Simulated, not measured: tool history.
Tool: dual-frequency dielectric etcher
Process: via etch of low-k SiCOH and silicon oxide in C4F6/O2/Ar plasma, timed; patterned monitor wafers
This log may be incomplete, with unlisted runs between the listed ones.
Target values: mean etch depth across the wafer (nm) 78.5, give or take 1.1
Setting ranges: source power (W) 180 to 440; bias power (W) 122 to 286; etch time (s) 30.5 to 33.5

run  hour  source power (W)  bias power (W)  etch time (s)  mean etch depth across the wafer (nm)
  1     0               310             204           33.5                                 85.635
  2   2.2               340             204           33.5                                  87.96
  3   7.2               320             202           33.5                                 86.145
  4    10               360             202           33.5                                 88.857
  5  17.7               340             199           33.5                                 86.821
  6  22.8               300             199           33.5                                 83.601
  7  28.9               290             198           33.5                                  82.17
  8  37.5               280             198           33.5                                 82.329
  9  42.1               270             197           33.5                                 81.094
 10  42.7               260             197           33.5                                 80.328

Consider the 4 candidate settings below. Which is the only one whose results all fall within their allowed miss of target?
  A  43.3               280             210           31.5                                      ?
  B  43.3               260             173             33                                      ?
  C  43.3               250             277             31                                      ?
  D  43.3               200             268             33                                      ?

move  mean etch depth across the wafer (nm)
   A                                 78.329
   B                                 75.376
   C                                 81.802
   D                                  80.75
A: every result lands within tolerance
B: takes the result that was furthest off past its target
C: misses by more than the last run did
D: misses by more than the last run did
A meets every target.
